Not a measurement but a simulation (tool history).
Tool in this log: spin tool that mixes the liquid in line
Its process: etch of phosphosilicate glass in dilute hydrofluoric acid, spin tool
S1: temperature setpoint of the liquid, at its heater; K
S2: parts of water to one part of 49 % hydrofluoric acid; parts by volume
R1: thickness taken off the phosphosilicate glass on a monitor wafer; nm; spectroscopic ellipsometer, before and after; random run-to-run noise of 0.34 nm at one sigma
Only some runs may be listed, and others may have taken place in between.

run 1 hour=0 | S1=295.15 S2=155 time_under_the_liquid_(s)=50 | R1=36.693
run 2 hour=7.1 | S1=296.65 S2=155 time_under_the_liquid_(s)=50 | R1=39.764
run 3 hour=15.5 | S1=298.65 S2=155 time_under_the_liquid_(s)=50 | R1=41.792
run 4 hour=19.7 | S1=299.15 S2=150 time_under_the_liquid_(s)=50 | R1=44.827
run 5 hour=20.8 | S1=299.15 S2=150 time_under_the_liquid_(s)=55 | R1=49.062
run 6 hour=28.2 | S1=299.65 S2=150 time_under_the_liquid_(s)=55 | R1=50.021

For run 7, what comes out?
run 7 hour=33.7 | S1=300.15 S2=150 time_under_the_liquid_(s)=55 | R1=?

{"run 7": {"R1": 50.704}}

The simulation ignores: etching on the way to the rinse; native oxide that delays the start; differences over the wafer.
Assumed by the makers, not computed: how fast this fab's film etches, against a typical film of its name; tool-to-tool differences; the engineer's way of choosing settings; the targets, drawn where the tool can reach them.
